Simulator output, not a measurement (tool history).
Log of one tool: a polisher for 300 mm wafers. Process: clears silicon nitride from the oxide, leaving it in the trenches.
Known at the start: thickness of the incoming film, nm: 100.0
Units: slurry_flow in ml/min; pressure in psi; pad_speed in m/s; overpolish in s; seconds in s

run,hour,slurry_flow,pressure,pad_speed,overpolish,seconds
1,0.0,155,2.9,1.14,4,85.214
2,5.8,140,2.9,1.14,4,87.335
3,7.0,165,2.9,1.14,4,84.175
4,13.9,165,2.9,0.94,4,100.620
5,18.8,160,2.7,0.94,4,108.790
6,22.3,155,2.5,0.94,4,116.340
7,28.5,150,2.3,0.94,4,123.750
8,33.1,145,2.1,0.94,4,134.510

The next listed run, before its measurement:
9,37.9,120,1.3,0.94,4,?

{"run 9": {"seconds": 191.46}}
